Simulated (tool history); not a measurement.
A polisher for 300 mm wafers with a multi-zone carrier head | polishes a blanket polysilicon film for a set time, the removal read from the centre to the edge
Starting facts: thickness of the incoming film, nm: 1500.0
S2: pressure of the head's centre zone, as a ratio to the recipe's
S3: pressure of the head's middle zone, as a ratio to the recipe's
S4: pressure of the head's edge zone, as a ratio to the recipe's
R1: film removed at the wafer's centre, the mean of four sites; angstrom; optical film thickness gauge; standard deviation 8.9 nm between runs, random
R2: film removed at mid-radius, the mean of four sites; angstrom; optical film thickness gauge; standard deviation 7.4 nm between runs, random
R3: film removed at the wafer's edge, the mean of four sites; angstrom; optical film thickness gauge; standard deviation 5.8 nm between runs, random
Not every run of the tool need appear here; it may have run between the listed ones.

{"run": 1, "hour": 0.0, "flow of slurry (ml/min)": 150, "S2": 1.0, "S3": 1.0, "S4": 1.0, "polishing time (s)": 60, "R1": 5654.9, "R2": 5763.1, "R3": 5600.4}
{"run": 2, "hour": 4.1, "flow of slurry (ml/min)": 150, "S2": 1.07, "S3": 1.0, "S4": 1.0, "polishing time (s)": 60, "R1": 6170.9, "R2": 5682.1, "R3": 5575.5}
{"run": 3, "hour": 12.1, "flow of slurry (ml/min)": 150, "S2": 1.07, "S3": 1.0, "S4": 1.06, "polishing time (s)": 60, "R1": 6135.0, "R2": 5627.9, "R3": 5669.3}
{"run": 4, "hour": 15.5, "flow of slurry (ml/min)": 155, "S2": 1.08, "S3": 1.0, "S4": 1.07, "polishing time (s)": 61, "R1": 6316.5, "R2": 5786.5, "R3": 5864.2}
{"run": 5, "hour": 18.8, "flow of slurry (ml/min)": 160, "S2": 1.09, "S3": 1.01, "S4": 1.08, "polishing time (s)": 62, "R1": 6425.3, "R2": 5923.9, "R3": 5948.5}
{"run": 6, "hour": 26.7, "flow of slurry (ml/min)": 165, "S2": 1.1, "S3": 1.01, "S4": 1.08, "polishing time (s)": 63, "R1": 6638.6, "R2": 6088.5, "R3": 6095.9}

Run 7 is up next; what results do you expect?
{"run": 7, "hour": 30.7, "flow of slurry (ml/min)": 170, "S2": 1.11, "S3": 1.01, "S4": 1.08, "polishing time (s)": 64, "R1": "?", "R2": "?", "R3": "?"}

For run 7 the tool returned R1 6899.1 angstrom, R2 6294.3 angstrom, R3 6184.6 angstrom.
